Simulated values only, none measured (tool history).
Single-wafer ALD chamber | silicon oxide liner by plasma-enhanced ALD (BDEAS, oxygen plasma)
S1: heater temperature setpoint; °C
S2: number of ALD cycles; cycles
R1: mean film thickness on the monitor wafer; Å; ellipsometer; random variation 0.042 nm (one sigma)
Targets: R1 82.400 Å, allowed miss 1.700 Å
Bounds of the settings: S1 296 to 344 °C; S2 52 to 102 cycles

Run 1, hour 0.0: S1 320 °C, S2 77 cycles. Result: R1 68.257 Å.
Run 2, hour 4.9: S1 320 °C, S2 79 cycles. Result: R1 70.405 Å.
Run 3, hour 7.2: S1 320 °C, S2 72 cycles. Result: R1 64.355 Å.
Run 4, hour 14.9: S1 325 °C, S2 72 cycles. Result: R1 63.920 Å.
Run 5, hour 23.3: S1 335 °C, S2 72 cycles. Result: R1 62.534 Å.
Run 6, hour 32.3: S1 335 °C, S2 82 cycles. Result: R1 71.627 Å.
Run 7, hour 35.6: S1 335 °C, S2 83 cycles. Result: R1 72.771 Å.
Run 8, hour 36.6: S1 335 °C, S2 84 cycles. Result: R1 74.228 Å.
Run 9, hour 42.8: S1 335 °C, S2 85 cycles. Result: R1 74.177 Å.
Run 10, hour 50.6: S1 333 °C, S2 96 cycles. Result: R1 84.029 Å.

4 next moves are on the table. One of them brings every result within its allowed miss. Which?
Run A, hour 58.4: S1 324 °C, S2 93 cycles. Result: R1 ?.
Run B, hour 58.4: S1 325 °C, S2 99 cycles. Result: R1 ?.
Run C, hour 58.4: S1 329 °C, S2 100 cycles. Result: R1 ?.
Run D, hour 58.4: S1 331 °C, S2 98 cycles. Result: R1 ?.

move      R1
   A  82.480
   B  87.687
   C  88.112
   D  86.124
A: meets every target
B: further off than the last run
C: further off than the last run
D: further off than the last run
Move A is the one to make.
